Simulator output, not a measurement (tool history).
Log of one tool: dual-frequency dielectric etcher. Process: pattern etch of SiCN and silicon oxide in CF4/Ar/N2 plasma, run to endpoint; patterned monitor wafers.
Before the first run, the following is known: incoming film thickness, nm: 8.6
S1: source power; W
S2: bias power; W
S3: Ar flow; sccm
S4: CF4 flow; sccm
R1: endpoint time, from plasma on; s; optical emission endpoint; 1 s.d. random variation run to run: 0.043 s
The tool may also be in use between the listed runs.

{"run": 1, "hour": 0.0, "S1": 500, "S2": 62, "S3": 81, "S4": 76, "R1": 8.6909}
{"run": 2, "hour": 4.3, "S1": 500, "S2": 62, "S3": 81, "S4": 66, "R1": 8.8871}
{"run": 3, "hour": 10.0, "S1": 500, "S2": 62, "S3": 81, "S4": 59, "R1": 9.1023}
{"run": 4, "hour": 16.7, "S1": 520, "S2": 62, "S3": 81, "S4": 59, "R1": 8.8267}
{"run": 5, "hour": 19.0, "S1": 470, "S2": 62, "S3": 81, "S4": 59, "R1": 9.5972}
{"run": 6, "hour": 25.1, "S1": 490, "S2": 62, "S3": 81, "S4": 59, "R1": 9.1878}
{"run": 7, "hour": 31.2, "S1": 510, "S2": 62, "S3": 81, "S4": 59, "R1": 8.9849}
{"run": 8, "hour": 37.0, "S1": 530, "S2": 62, "S3": 81, "S4": 59, "R1": 8.714}

Predict the results of run 9:
{"run": 9, "hour": 44.0, "S1": 540, "S2": 62, "S3": 81, "S4": 59, "R1": "?"}

R1: 8.5294 s
